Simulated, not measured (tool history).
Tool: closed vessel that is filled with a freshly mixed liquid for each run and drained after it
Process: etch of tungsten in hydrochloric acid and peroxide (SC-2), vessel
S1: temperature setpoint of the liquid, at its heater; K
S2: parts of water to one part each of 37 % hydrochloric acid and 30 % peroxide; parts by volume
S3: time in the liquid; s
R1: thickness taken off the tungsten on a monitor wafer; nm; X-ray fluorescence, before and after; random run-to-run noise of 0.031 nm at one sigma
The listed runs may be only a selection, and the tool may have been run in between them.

Run 1, hour 0.0: S1 324.15 K, S2 7.0 parts by volume, S3 30 s. Result: R1 5.9155 nm.
Run 2, hour 3.7: S1 322.65 K, S2 7.0 parts by volume, S3 30 s. Result: R1 5.2296 nm.
Run 3, hour 4.7: S1 321.65 K, S2 7.0 parts by volume, S3 30 s. Result: R1 4.9399 nm.
Run 4, hour 7.2: S1 321.65 K, S2 4.5 parts by volume, S3 30 s. Result: R1 6.7721 nm.
Run 5, hour 9.9: S1 321.65 K, S2 6.0 parts by volume, S3 30 s. Result: R1 5.5500 nm.
Run 6, hour 14.0: S1 320.65 K, S2 6.0 parts by volume, S3 30 s. Result: R1 5.2161 nm.

Forecast run 7:
Run 7, hour 17.5: S1 319.65 K, S2 6.0 parts by volume, S3 30 s. Result: R1 ?.

Run 7 measured R1 4.8427 nm.
